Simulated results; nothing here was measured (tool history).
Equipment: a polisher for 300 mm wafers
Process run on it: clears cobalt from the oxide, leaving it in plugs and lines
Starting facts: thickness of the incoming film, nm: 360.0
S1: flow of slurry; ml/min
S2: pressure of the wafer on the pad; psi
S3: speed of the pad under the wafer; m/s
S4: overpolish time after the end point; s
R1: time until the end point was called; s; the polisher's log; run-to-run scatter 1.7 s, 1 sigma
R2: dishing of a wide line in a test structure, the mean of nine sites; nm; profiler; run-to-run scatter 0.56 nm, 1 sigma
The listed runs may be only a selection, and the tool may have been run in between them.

run    day   S1   S2    S3  S4      R1      R2
  1      0  305  2.1   1.1  25  63.485  56.598
  2  0.142  305  2.1   1.1  18  60.791  50.202
  3  0.412  380  2.1   1.1  18  61.793  51.755
  4  0.621  380  2.1   1.1  11  60.375  40.054
  5  0.788  380    2   1.1  12  62.938  41.646
  6  1.021  380  1.9  1.08  13  68.834  42.256
  7  1.075  380  1.8  1.08  14  69.641  42.927
  8  1.125  380  1.7  1.08  15  76.045   42.69

Forecast run 9:
  9  1.154  380  1.5  1.06  17   ?   ?

{"run 9": {"R1": 83.957, "R2": 42.902}}
